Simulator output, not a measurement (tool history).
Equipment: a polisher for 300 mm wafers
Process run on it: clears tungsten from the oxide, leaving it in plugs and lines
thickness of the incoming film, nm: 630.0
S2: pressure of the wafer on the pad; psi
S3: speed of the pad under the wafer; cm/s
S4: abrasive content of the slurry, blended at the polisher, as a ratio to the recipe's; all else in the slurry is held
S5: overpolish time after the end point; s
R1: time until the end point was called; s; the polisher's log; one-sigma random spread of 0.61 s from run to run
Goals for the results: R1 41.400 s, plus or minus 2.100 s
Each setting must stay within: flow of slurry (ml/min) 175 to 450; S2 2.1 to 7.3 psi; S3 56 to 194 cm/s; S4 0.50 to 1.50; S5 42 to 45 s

run 1 hour=0.0 | flow_of_slurry_(ml/min)=290 S2=4.7 S3=124 S4=1.00 S5=42 | R1=68.388
run 2 hour=7.6 | flow_of_slurry_(ml/min)=290 S2=5.1 S3=126 S4=1.00 S5=42 | R1=65.328
run 3 hour=14.5 | flow_of_slurry_(ml/min)=290 S2=5.4 S3=130 S4=1.00 S5=42 | R1=60.428
run 4 hour=21.3 | flow_of_slurry_(ml/min)=290 S2=5.7 S3=134 S4=1.00 S5=42 | R1=55.850
run 5 hour=22.7 | flow_of_slurry_(ml/min)=315 S2=5.7 S3=134 S4=1.00 S5=42 | R1=55.411
run 6 hour=27.9 | flow_of_slurry_(ml/min)=315 S2=5.9 S3=136 S4=1.00 S5=42 | R1=53.192
run 7 hour=34.7 | flow_of_slurry_(ml/min)=315 S2=6.1 S3=138 S4=1.00 S5=42 | R1=49.550
run 8 hour=36.2 | flow_of_slurry_(ml/min)=315 S2=7.0 S3=140 S4=1.00 S5=42 | R1=45.299

Which of these 4 next moves meets every target?
run A hour=37.7 | flow_of_slurry_(ml/min)=315 S2=7.3 S3=156 S4=1.25 S5=42 | R1=?
run B hour=37.7 | flow_of_slurry_(ml/min)=290 S2=6.6 S3=160 S4=1.00 S5=45 | R1=?
run C hour=37.7 | flow_of_slurry_(ml/min)=325 S2=7.3 S3=166 S4=0.95 S5=42 | R1=?
run D hour=37.7 | flow_of_slurry_(ml/min)=430 S2=5.7 S3=164 S4=0.65 S5=42 | R1=?

move=A R1=36.741
move=B R1=41.587
move=C R1=36.951
move=D R1=48.984
A: takes the result that was furthest off past its target
B: every result within its allowed miss
C: takes the result that was furthest off past its target
D: the biggest miss grows against the last run
B is the move that brings every result within its allowed miss.
